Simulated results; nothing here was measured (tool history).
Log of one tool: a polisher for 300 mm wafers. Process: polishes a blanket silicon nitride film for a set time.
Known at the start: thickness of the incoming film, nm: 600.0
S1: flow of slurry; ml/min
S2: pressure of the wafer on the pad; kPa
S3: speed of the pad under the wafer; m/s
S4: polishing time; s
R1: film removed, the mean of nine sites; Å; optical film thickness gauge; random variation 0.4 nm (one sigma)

run	day	S1	S2	S3	S4	R1
1	0	185	26.2	1.22	51	1184.4
2	0.067	185	26.2	1.42	51	1288.1
3	0.417	185	26.2	1.42	54	1366.9
4	0.742	185	31.7	1.42	54	1591.5
5	0.908	185	29	1.42	54	1439.9
6	1.133	185	29	1.42	51	1365.1
7	1.279	175	26.9	1.32	51	1242.5
8	1.65	175	26.9	1.32	51	1258.9
9	1.767	185	25.5	1.24	51	1158.1

Run 10 comes next. What will it give?
10	2.021	175	24.1	1.16	51	?

Run 10 gave R1 1067.2 Å.
